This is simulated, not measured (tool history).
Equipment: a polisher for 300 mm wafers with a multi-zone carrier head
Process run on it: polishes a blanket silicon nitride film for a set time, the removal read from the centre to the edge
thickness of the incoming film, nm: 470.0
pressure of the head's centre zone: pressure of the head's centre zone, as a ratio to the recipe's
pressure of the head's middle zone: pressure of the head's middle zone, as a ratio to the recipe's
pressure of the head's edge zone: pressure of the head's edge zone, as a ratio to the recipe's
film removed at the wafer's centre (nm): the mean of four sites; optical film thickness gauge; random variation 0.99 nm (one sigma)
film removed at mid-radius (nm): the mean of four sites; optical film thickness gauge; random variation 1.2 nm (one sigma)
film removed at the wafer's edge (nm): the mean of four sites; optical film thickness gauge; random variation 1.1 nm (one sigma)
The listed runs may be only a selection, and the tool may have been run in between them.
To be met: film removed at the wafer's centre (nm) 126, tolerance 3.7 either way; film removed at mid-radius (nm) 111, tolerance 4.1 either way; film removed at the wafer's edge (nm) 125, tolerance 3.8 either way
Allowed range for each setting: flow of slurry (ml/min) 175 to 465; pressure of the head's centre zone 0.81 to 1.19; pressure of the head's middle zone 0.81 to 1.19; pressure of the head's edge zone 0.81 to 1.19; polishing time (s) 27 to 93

run    day  flow of slurry (ml/min)  pressure of the head's centre zone  pressure of the head's middle zone  pressure of the head's edge zone  polishing time (s)  film removed at the wafer's centre (nm)  film removed at mid-radius (nm)  film removed at the wafer's edge (nm)
  1      0                      295                                   1                                   1                                 1                  59                                   184.32                           191.44                                 179.38
  2  0.158                      295                                   1                                0.93                                 1                  59                                   184.34                           181.39                                 178.45
  3  0.217                      280                                   1                                0.89                              1.02                  52                                   160.91                           153.18                                 159.59
  4  0.362                      280                                1.04                                0.89                              1.02                  52                                   165.65                              152                                 158.66
  5    0.4                      265                                1.03                                0.87                              1.02                  48                                   152.61                           135.05                                  143.4
  6  0.596                      245                                1.01                                0.85                              1.02                  46                                   142.05                           127.33                                 139.39
  7   0.85                      230                                   1                                0.84                              1.01                  45                                      133                           119.33                                    135
  8  1.192                      230                                   1                                0.84                              1.01                  45                                    135.3                           122.24                                 133.67
  9  1.417                      230                                   1                                0.84                              1.01                  45                                   135.56                           121.86                                 133.36
 10    1.6                      215                                   1                                0.83                              1.01                  45                                   133.98                           117.72                                 132.98
       1.9  -- edge zone pressure recalibrated
 11    1.9                      205                                0.99                                0.83                              0.99                  45                                   130.59                           117.86                                 138.23

Exactly one of the 5 candidate moves below puts every result within its allowed miss. Which one?
  A  2.2                      200                                0.92                                0.81                              0.97                  48                                        ?                                ?                                      ?
  B  2.2                      330                                 1.1                                0.93                              1.06                  36                                        ?                                ?                                      ?
  C  2.2                      270                                1.01                                0.84                              0.98                  40                                        ?                                ?                                      ?
  D  2.2                      455                                 1.1                                1.08                              1.19                  33                                        ?                                ?                                      ?
  E  2.2                      235                                0.97                                0.85                              0.99                  40                                        ?                                ?                                      ?

move  film removed at the wafer's centre (nm)  film removed at mid-radius (nm)  film removed at the wafer's edge (nm)
   A                                    132.1                           124.29                                 144.01
   B                                   125.67                           111.39                                 118.26
   C                                   125.93                           111.41                                 124.55
   D                                   118.63                           118.83                                 117.08
   E                                   118.92                           110.49                                 123.44
A: the biggest miss grows against the last run
B: takes the result that was furthest off past its target
C: each result inside its tolerance
D: takes the result that was furthest off past its target
E: meets the target for the result that was furthest off, but another lies outside its allowed miss
The move that meets every target is C.
